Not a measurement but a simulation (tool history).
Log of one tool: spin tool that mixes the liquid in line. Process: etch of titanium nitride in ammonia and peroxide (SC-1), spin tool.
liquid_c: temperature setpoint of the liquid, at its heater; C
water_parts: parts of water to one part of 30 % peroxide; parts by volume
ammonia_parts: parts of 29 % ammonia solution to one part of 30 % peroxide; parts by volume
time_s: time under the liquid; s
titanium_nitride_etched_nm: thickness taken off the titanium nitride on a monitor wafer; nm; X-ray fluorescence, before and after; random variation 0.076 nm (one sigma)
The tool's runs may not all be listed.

run,hour,liquid_c,water_parts,ammonia_parts,time_s,titanium_nitride_etched_nm
1,0,63,20.5,0.9,195,16.528
2,1,63,20.5,1.05,195,17.019
3,5.3,61.5,20.5,1.05,195,15.418
4,9.4,60,20.5,1.05,195,13.991
5,10.8,59,20.5,1.05,195,13.12
6,15.5,58,20.5,1.05,195,12.348
7,20.9,57,20.5,1.05,195,11.463
8,24.9,56.5,20.5,1.05,195,11.034
9,25.7,56,20.5,1.05,195,10.787
10,31.6,55.5,20.5,1.05,195,10.274

Forecast run 11:
# hour 39.2: ammonia flow meter replaced
11,39.2,55,20.5,1.05,195,?

titanium_nitride_etched_nm: 10.03 nm

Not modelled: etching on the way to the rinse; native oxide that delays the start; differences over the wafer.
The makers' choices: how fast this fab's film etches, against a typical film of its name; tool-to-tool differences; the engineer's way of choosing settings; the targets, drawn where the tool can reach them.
